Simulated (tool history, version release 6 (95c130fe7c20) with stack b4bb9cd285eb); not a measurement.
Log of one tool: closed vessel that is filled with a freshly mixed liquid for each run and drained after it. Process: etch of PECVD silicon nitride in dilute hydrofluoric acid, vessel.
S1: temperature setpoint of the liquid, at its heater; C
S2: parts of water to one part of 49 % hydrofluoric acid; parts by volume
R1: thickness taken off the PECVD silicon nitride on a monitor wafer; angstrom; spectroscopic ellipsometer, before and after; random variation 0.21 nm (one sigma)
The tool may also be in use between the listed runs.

{"run": 1, "day": 0.0, "S1": 25.0, "S2": 40, "time in the liquid (s)": 90, "R1": 136.08}
{"run": 2, "day": 0.083, "S1": 25.0, "S2": 40, "time in the liquid (s)": 100, "R1": 148.94}
{"run": 3, "day": 0.188, "S1": 27.0, "S2": 40, "time in the liquid (s)": 100, "R1": 172.99}
{"run": 4, "day": 0.333, "S1": 28.5, "S2": 40, "time in the liquid (s)": 100, "R1": 189.92}
{"run": 5, "day": 0.425, "S1": 28.5, "S2": 40, "time in the liquid (s)": 100, "R1": 186.17}
{"run": 6, "day": 0.492, "S1": 29.5, "S2": 40, "time in the liquid (s)": 100, "R1": 202.02}
{"run": 7, "day": 0.688, "S1": 30.5, "S2": 40, "time in the liquid (s)": 100, "R1": 216.84}
{"run": 8, "day": 0.904, "S1": 31.0, "S2": 40, "time in the liquid (s)": 100, "R1": 223.15}

Run 9 comes next. What will it give?
{"run": 9, "day": 1.25, "S1": 31.5, "S2": 40, "time in the liquid (s)": 100, "R1": "?"}

{"run 9": {"R1": 226.31}}
